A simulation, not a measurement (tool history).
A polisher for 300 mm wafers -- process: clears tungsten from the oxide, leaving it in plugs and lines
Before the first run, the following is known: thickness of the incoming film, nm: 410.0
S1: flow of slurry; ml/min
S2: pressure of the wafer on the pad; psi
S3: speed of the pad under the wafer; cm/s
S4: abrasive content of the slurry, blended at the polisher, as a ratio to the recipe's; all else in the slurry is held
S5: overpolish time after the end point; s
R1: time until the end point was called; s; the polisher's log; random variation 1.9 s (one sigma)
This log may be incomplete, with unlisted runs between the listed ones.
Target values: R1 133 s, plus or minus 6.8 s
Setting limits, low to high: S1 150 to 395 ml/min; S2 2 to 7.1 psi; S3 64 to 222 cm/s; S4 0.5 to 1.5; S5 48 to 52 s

run,day,S1,S2,S3,S4,S5,R1
1,0,250,4.5,142,1,48,60.856
2,0.275,250,3.8,132,1,48,76.009
3,0.533,250,3.8,132,1,48,74.877
4,0.804,225,3.8,132,1,48,76.49
5,0.929,225,3.3,126,1,48,90.843
6,1.154,170,3.3,126,1,48,92.901
7,1.221,170,3,124,1,48,104.83
8,1.554,170,2.8,124,1,48,111.31
9,1.771,170,2.6,124,1,48,121.28
10,2.017,170,2.5,124,1,48,123.4

Next run, 5 choices. One meets every target within its allowed miss, the rest don't. Which?
A,2.262,195,2.2,126,0.9,52,?
B,2.262,180,3.2,80,1.15,52,?
C,2.262,170,2.1,118,1.15,49,?
D,2.262,180,2.8,90,1.15,50,?
E,2.262,150,2,128,0.95,52,?

move,R1
A,134.74
B,145.43
C,145.57
D,146.21
E,148.9
A: all results land within tolerance of their targets
B: the result that was furthest off in the last run now lies on the other side of its target
C: the result that was furthest off in the last run now lies on the other side of its target
D: the result that was furthest off in the last run now lies on the other side of its target
E: the result that was furthest off in the last run now lies on the other side of its target
Move A is the one to make.
